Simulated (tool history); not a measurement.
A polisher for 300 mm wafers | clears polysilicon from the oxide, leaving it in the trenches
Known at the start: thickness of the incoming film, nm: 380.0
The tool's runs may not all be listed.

run  hour  flow of slurry (ml/min)  pressure of the wafer on the pad (kPa)  speed of the pad under the wafer (m/s)  overpolish time after the end point (s)  time until the end point was called (s)  dishing of a wide line in a test structure (nm)
  1   0.0                      250                                    15.2                                    0.90                                       17                                   43.910                                           37.192
  2   4.7                      250                                    15.2                                    0.74                                       17                                   52.013                                           37.597
  3   5.7                      250                                    17.2                                    0.74                                       17                                   45.839                                           37.237
  4   9.6                      250                                    17.2                                    0.92                                       17                                   37.169                                           38.257
  5  18.5                      280                                    17.2                                    0.92                                       17                                   36.911                                           38.432
  6  25.1                      250                                    16.5                                    0.94                                       14                                   38.210                                           36.868
  7  27.5                      250                                    16.5                                    0.94                                       14                                   38.702                                           36.326
  8  31.4                      230                                    15.9                                    0.96                                       12                                   39.289                                           36.271
  9  34.4                      215                                    15.2                                    0.98                                       11                                   40.191                                           35.065

The next listed run, before its measurement:
 10  36.6                      150                                    11.0                                    1.22                                        5                                        ?                                                ?

time until the end point was called (s): 45.638
dishing of a wide line in a test structure (nm): 23.953
